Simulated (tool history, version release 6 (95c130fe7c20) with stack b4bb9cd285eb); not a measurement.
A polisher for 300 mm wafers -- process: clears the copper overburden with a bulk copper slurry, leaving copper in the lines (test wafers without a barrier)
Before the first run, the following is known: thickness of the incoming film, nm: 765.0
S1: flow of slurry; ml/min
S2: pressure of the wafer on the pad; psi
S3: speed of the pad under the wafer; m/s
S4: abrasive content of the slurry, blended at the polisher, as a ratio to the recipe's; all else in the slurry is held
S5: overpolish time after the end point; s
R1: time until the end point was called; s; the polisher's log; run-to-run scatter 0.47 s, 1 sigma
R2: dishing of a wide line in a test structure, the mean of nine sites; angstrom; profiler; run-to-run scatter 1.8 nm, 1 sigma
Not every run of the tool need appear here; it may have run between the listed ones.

run,hour,S1,S2,S3,S4,S5,R1,R2
1,0,245,2,1.06,1,14,90.225,631.95
2,2.7,245,2.3,1.06,1,14,78.091,693.97
3,9.1,245,2.3,1.06,1,17,80.395,793.54
4,11,245,2.3,1.06,1,15,79.767,712.31
5,16.7,245,2.5,1.08,1,15,72.04,756.5
6,19.6,245,2.6,1.12,1,15,66.832,803.67
7,25,245,2.6,1.12,1,15,67.096,793.11
8,30.2,245,2.7,1.14,1,15,64.133,819.77
9,38.1,245,2.8,1.16,1,15,60.226,860.08
10,43.1,245,2.9,1.18,1,15,57.122,905.79
11,50.5,245,2.9,1.2,1,15,57.257,921.58
12,57.5,250,2.9,1.22,1,15,55.31,898.79
13,63.1,255,2.9,1.22,1,15,54.968,888.11

What does the tool deliver on the next run?
14,69.9,260,2.9,1.22,1,15,?,?

R1: 55.806 s
R2: 931.24 angstrom
